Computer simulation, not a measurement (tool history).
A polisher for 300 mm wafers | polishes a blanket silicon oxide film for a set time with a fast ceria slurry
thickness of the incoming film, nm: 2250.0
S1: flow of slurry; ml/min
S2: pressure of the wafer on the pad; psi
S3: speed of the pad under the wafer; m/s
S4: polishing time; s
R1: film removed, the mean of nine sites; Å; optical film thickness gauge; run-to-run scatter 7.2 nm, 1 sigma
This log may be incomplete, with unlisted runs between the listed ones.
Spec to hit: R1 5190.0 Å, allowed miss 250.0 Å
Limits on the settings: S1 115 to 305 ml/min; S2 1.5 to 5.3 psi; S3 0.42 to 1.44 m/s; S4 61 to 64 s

run	hour	S1	S2	S3	S4	R1
1	0.0	195	3.4	0.92	61	12793.0
2	4.2	195	3.4	0.92	64	13198.0
3	11.2	195	2.8	0.80	63	9655.8
4	12.0	195	2.0	0.80	63	6979.5
5	14.3	195	2.4	0.80	63	8162.3
6	21.0	195	2.1	0.76	63	6972.3
7	21.9	195	2.1	0.76	63	6916.4
8	24.3	195	1.9	0.74	63	6142.1
9	26.7	195	1.8	0.74	63	5719.9
10	35.5	195	1.8	0.74	63	5913.9
11	38.8	195	1.5	0.70	63	4585.2

Exercise: of the 5 proposed moves below, exactly one satisfies all targets within the stated allowed misses. Which move is it?
A	42.1	170	1.9	0.72	61	?
B	42.1	230	1.5	0.80	61	?
C	42.1	190	1.8	0.76	62	?
D	42.1	215	1.5	0.70	64	?
E	42.1	190	1.8	0.74	64	?

move	R1
A	5683.8
B	5242.2
C	5873.9
D	4798.6
E	5909.6
A: pushes the last run's worst result past its target
B: each result inside its tolerance
C: pushes the last run's worst result past its target
D: closer than the last run, but not yet in spec
E: pushes the last run's worst result past its target
So the answer is move B, the one that meets all the targets.

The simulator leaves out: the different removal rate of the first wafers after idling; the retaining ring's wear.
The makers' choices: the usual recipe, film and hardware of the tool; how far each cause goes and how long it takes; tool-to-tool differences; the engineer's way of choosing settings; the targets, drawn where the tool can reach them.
